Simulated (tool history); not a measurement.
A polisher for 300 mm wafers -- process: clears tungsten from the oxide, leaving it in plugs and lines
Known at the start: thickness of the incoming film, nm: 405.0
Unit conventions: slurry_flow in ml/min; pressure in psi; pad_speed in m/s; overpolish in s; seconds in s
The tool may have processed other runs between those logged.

run 1 day=0 | slurry_flow=170 pressure=3.1 pad_speed=1.3 slurry_solids=1 overpolish=47 | seconds=81.215
run 2 day=0.033 | slurry_flow=170 pressure=3.3 pad_speed=1.3 slurry_solids=1 overpolish=47 | seconds=75.926
run 3 day=0.104 | slurry_flow=170 pressure=3.3 pad_speed=1.3 slurry_solids=0.85 overpolish=47 | seconds=77.481
run 4 day=0.154 | slurry_flow=170 pressure=3.5 pad_speed=1.3 slurry_solids=0.85 overpolish=47 | seconds=75.82
run 5 day=0.471 | slurry_flow=125 pressure=3.5 pad_speed=1.3 slurry_solids=0.85 overpolish=47 | seconds=78.47
run 6 day=0.562 | slurry_flow=100 pressure=3.5 pad_speed=1.3 slurry_solids=0.85 overpolish=47 | seconds=81.846
run 7 day=0.696 | slurry_flow=110 pressure=3.7 pad_speed=1.3 slurry_solids=0.85 overpolish=47 | seconds=76.579
run 8 day=0.779 | slurry_flow=120 pressure=3.9 pad_speed=1.3 slurry_solids=0.85 overpolish=47 | seconds=71.448

Expected results for the next run?
run 9 day=1.017 | slurry_flow=130 pressure=4 pad_speed=1.3 slurry_solids=0.85 overpolish=47 | seconds=?

seconds: 68.153 s

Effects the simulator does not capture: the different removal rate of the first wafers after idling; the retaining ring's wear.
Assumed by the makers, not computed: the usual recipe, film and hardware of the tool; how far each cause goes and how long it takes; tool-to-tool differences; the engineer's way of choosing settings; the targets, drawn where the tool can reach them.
